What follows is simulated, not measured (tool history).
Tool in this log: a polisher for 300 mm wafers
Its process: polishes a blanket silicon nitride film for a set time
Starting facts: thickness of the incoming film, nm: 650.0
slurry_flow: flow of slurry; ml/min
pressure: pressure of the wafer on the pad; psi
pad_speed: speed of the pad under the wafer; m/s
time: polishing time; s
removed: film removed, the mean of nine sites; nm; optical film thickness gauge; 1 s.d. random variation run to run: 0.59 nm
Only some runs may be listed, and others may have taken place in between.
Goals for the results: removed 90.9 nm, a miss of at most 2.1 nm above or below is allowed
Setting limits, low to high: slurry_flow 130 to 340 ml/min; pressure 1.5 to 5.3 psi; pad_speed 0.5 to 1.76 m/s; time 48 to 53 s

Run 1, hour 0: slurry_flow 220 ml/min, pressure 3.4 psi, pad_speed 1.12 m/s, time 53 s. Result: removed 115.38 nm.
Run 2, hour 5: slurry_flow 185 ml/min, pressure 3.4 psi, pad_speed 1.12 m/s, time 53 s. Result: removed 113.01 nm.
Run 3, hour 8.7: slurry_flow 180 ml/min, pressure 3.2 psi, pad_speed 1.12 m/s, time 53 s. Result: removed 107.86 nm.
Run 4, hour 17: slurry_flow 180 ml/min, pressure 3 psi, pad_speed 1.12 m/s, time 53 s. Result: removed 103 nm.
Run 5, hour 22.5: slurry_flow 180 ml/min, pressure 2.8 psi, pad_speed 1.12 m/s, time 53 s. Result: removed 97.157 nm.
Run 6, hour 28.8: slurry_flow 180 ml/min, pressure 2.8 psi, pad_speed 0.92 m/s, time 53 s. Result: removed 83.576 nm.
Run 7, hour 31.4: slurry_flow 185 ml/min, pressure 2.9 psi, pad_speed 0.92 m/s, time 53 s. Result: removed 86.424 nm.
Run 8, hour 37.9: slurry_flow 190 ml/min, pressure 3 psi, pad_speed 0.92 m/s, time 53 s. Result: removed 88.665 nm.

Exercise: of the 4 proposed moves below, exactly one satisfies all targets within the stated allowed misses. Which move is it?
Run A, hour 44.4: slurry_flow 250 ml/min, pressure 3.1 psi, pad_speed 1.02 m/s, time 51 s. Result: removed ?.
Run B, hour 44.4: slurry_flow 170 ml/min, pressure 2.8 psi, pad_speed 0.98 m/s, time 52 s. Result: removed ?.
Run C, hour 44.4: slurry_flow 185 ml/min, pressure 3.5 psi, pad_speed 0.92 m/s, time 49 s. Result: removed ?.
Run D, hour 44.4: slurry_flow 150 ml/min, pressure 2.6 psi, pad_speed 1.2 m/s, time 53 s. Result: removed ?.

move  removed
   A   97.361
   B   86.139
   C   91.626
   D    96.72
A: takes the result that was furthest off past its target
B: moves away from the targets compared with the last run
C: in spec on every target
D: takes the result that was furthest off past its target
Correct choice: C, which meets every target
